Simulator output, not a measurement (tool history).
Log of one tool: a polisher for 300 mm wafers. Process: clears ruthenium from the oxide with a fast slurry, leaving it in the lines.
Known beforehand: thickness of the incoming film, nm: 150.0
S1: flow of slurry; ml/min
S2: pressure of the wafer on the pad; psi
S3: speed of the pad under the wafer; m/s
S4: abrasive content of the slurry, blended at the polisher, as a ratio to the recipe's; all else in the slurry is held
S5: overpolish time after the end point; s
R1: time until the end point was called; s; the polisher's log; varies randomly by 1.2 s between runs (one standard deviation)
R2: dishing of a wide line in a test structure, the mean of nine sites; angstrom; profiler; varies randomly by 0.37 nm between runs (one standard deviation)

Run 1, hour 0: S1 220 ml/min, S2 1.8 psi, S3 0.84 m/s, S4 1, S5 23 s. Result: R1 77.777 s, R2 399.82 angstrom.
Run 2, hour 8.2: S1 220 ml/min, S2 1.8 psi, S3 0.84 m/s, S4 1, S5 16 s. Result: R1 79.923 s, R2 276.46 angstrom.
Run 3, hour 15.6: S1 220 ml/min, S2 1.8 psi, S3 0.84 m/s, S4 1, S5 7 s. Result: R1 79.744 s, R2 125.65 angstrom.
Run 4, hour 21.3: S1 220 ml/min, S2 1.9 psi, S3 0.84 m/s, S4 1, S5 8 s. Result: R1 75.856 s, R2 157.73 angstrom.
Run 5, hour 23.4: S1 220 ml/min, S2 2.3 psi, S3 0.84 m/s, S4 1, S5 8 s. Result: R1 64.225 s, R2 180.98 angstrom.
Run 6, hour 24.9: S1 175 ml/min, S2 2.3 psi, S3 0.84 m/s, S4 1, S5 8 s. Result: R1 66.351 s, R2 184.17 angstrom.
Run 7, hour 29: S1 175 ml/min, S2 2.3 psi, S3 0.84 m/s, S4 1, S5 9 s. Result: R1 66.793 s, R2 200.33 angstrom.

The next listed run, before its measurement:
Run 8, hour 34.3: S1 170 ml/min, S2 2.3 psi, S3 0.84 m/s, S4 1, S5 9 s. Result: R1 ?, R2 ?.

{"run 8": {"R1": 64.503, "R2": 203.84}}
